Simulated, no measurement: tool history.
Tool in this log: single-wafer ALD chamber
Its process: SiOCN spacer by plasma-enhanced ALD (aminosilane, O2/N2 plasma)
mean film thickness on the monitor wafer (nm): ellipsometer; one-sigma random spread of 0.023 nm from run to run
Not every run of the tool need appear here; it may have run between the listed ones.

| run | hour | heater temperature setpoint (deg C) | number of ALD cycles (cycles) | mean film thickness on the monitor wafer (nm) |
|---|---|---|---|---|
| 1 | 0 | 425 | 79 | 4.2526 |
| 2 | 1.7 | 425 | 74 | 3.9617 |
| 3 | 6.3 | 434 | 74 | 3.8591 |
| 4 | 11.8 | 434 | 79 | 4.1258 |
| 5 | 20.7 | 441 | 79 | 4.0129 |
| 6 | 28 | 447 | 79 | 3.9216 |
| 7 | 30.2 | 441 | 81 | 4.0984 |
| 8 | 34.7 | 436 | 83 | 4.273 |

Run 9 comes next. What will it give?
| 9 | 42.3 | 431 | 84 | ? |

mean film thickness on the monitor wafer (nm): 4.4249
